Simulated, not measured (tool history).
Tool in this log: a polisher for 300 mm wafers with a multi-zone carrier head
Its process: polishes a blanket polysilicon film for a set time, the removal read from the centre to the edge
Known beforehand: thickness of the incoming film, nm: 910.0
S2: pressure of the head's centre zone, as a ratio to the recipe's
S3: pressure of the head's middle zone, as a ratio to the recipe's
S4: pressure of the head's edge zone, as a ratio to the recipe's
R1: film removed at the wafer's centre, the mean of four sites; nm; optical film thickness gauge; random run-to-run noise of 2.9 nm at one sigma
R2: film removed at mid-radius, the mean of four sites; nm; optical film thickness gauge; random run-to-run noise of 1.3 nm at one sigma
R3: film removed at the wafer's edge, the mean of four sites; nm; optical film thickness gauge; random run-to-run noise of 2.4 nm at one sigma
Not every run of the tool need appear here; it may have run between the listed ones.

Run 1, hour 0.0: flow of slurry (ml/min) 170, S2 1.00, S3 1.00, S4 1.00, polishing time (s) 34. Result: R1 188.46 nm, R2 188.66 nm, R3 187.90 nm.
Run 2, hour 7.0: flow of slurry (ml/min) 170, S2 1.00, S3 1.00, S4 1.00, polishing time (s) 27. Result: R1 150.37 nm, R2 151.28 nm, R3 153.02 nm.
Run 3, hour 8.0: flow of slurry (ml/min) 170, S2 1.05, S3 1.00, S4 1.00, polishing time (s) 27. Result: R1 154.66 nm, R2 152.60 nm, R3 153.85 nm.
Run 4, hour 15.3: flow of slurry (ml/min) 190, S2 1.09, S3 1.01, S4 1.04, polishing time (s) 30. Result: R1 182.05 nm, R2 174.36 nm, R3 174.52 nm.
Run 5, hour 20.1: flow of slurry (ml/min) 190, S2 1.02, S3 1.01, S4 1.04, polishing time (s) 30. Result: R1 168.06 nm, R2 171.01 nm, R3 173.02 nm.
Run 6, hour 22.4: flow of slurry (ml/min) 190, S2 1.02, S3 1.09, S4 1.04, polishing time (s) 30. Result: R1 171.16 nm, R2 184.07 nm, R3 174.41 nm.
Run 7, hour 28.7: flow of slurry (ml/min) 200, S2 1.07, S3 1.07, S4 1.08, polishing time (s) 32. Result: R1 191.54 nm, R2 195.37 nm, R3 191.37 nm.
Run 8, hour 30.3: flow of slurry (ml/min) 200, S2 1.07, S3 1.07, S4 1.08, polishing time (s) 32. Result: R1 193.43 nm, R2 196.82 nm, R3 189.30 nm.

The next listed run, before its measurement:
Run 9, hour 36.8: flow of slurry (ml/min) 210, S2 1.10, S3 1.05, S4 1.12, polishing time (s) 33. Result: R1 ?, R2 ?, R3 ?.

Run 9 gave R1 198.24 nm, R2 200.22 nm, R3 198.21 nm.

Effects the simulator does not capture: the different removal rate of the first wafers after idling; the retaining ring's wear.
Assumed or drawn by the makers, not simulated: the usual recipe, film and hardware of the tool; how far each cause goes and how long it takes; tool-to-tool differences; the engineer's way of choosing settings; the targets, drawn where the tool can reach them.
